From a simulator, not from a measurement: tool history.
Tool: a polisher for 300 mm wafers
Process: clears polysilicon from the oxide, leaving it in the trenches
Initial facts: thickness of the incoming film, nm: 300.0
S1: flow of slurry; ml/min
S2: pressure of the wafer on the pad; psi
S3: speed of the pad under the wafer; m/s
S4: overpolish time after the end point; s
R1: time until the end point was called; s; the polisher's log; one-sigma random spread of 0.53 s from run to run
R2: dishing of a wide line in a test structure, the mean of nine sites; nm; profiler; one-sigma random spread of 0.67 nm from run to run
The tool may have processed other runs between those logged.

run  hour   S1   S2    S3  S4      R1      R2
  1     0  295  1.7  0.82  22  38.746  44.041
  2   4.3  295  1.6  0.82  22  40.406  45.505
  3  12.8  290  1.9  0.68  17  40.412  42.707
  4  18.7  340  1.9  0.68  17  39.864  42.437
  5  21.3  340  1.6  0.68  17  46.553  40.832
  6  24.1  340  1.6  0.52  17  56.929  36.677
  7  28.2  390  2.1  0.38   7  53.714  25.863
  8  35.5  375  2.2   0.4  10  49.592  32.148
  9  43.4  380  2.3   0.4  10  47.205  33.899

Expected results for the next run?
 10  44.5  385  2.3  0.4   9   ?   ?

Run 10 yielded R1 48.222 s, R2 30.953 nm.

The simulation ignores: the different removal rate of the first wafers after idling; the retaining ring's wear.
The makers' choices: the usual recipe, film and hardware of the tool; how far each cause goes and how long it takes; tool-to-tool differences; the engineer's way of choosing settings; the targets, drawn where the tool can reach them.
